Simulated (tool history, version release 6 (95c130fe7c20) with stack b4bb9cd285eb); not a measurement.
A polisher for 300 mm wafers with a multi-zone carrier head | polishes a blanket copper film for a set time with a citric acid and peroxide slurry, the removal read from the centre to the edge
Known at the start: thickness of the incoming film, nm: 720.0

run  hour  flow of slurry (ml/min)  pressure of the head's centre zone  pressure of the head's middle zone  pressure of the head's edge zone  abrasive content of the slurry  polishing time (s)  film removed at the wafer's centre (Å)  film removed at mid-radius (Å)  film removed at the wafer's edge (Å)
  1   0.0                      240                                1.00                                1.00                              1.00                            1.00                  38                                  1496.7                          1536.1                                1478.4
  2   0.7                      240                                0.96                                1.00                              1.00                            1.00                  38                                  1451.0                          1529.2                                1527.7
  3   8.0                      245                                0.99                                1.00                              1.01                            1.05                  38                                  1513.9                          1564.5                                1541.1
  4  16.6                      245                                0.99                                1.00                              1.01                            0.95                  38                                  1470.6                          1490.4                                1446.8
  5  20.4                      250                                1.02                                1.00                              1.01                            1.00                  38                                  1553.9                          1546.8                                1521.5
  6  28.8                      250                                1.02                                1.00                              1.01                            1.10                  38                                  1559.9                          1551.6                                1542.3

Run 7 comes next. What will it give?
  7  33.3                      255                                1.05                                1.01                              1.01                            1.15                  38                                       ?                               ?                                     ?

Run 7 gave film removed at the wafer's centre (Å) 1625.4, film removed at mid-radius (Å) 1583.9, film removed at the wafer's edge (Å) 1608.7.
